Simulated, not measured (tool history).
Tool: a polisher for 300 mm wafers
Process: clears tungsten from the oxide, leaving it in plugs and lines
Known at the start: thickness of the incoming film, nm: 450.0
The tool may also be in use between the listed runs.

| run | hour | flow of slurry (ml/min) | pressure of the wafer on the pad (kPa) | speed of the pad under the wafer (m/s) | abrasive content of the slurry | overpolish time after the end point (s) | time until the end point was called (s) |
|---|---|---|---|---|---|---|---|
| 1 | 0 | 165 | 20 | 0.86 | 1 | 6 | 128.15 |
| 2 | 7.2 | 165 | 20 | 0.86 | 1.05 | 6 | 126.74 |
| 3 | 13.9 | 165 | 20 | 0.86 | 1.05 | 6 | 130.09 |
| 4 | 21.3 | 165 | 20 | 1 | 1.05 | 6 | 115.76 |
| 5 | 27.2 | 165 | 18.6 | 1 | 1.05 | 6 | 125.25 |
| 6 | 28.2 | 165 | 18.6 | 1.12 | 1.05 | 6 | 113.18 |
| 7 | 34.3 | 165 | 17.2 | 1.12 | 1.05 | 6 | 117.16 |
| 8 | 38.7 | 165 | 15.9 | 1.1 | 1.05 | 6 | 134.32 |

Forecast run 9:
| 9 | 44.4 | 165 | 15.2 | 1.1 | 1.05 | 6 | ? |

Run 9 gave time until the end point was called (s) 134.55.
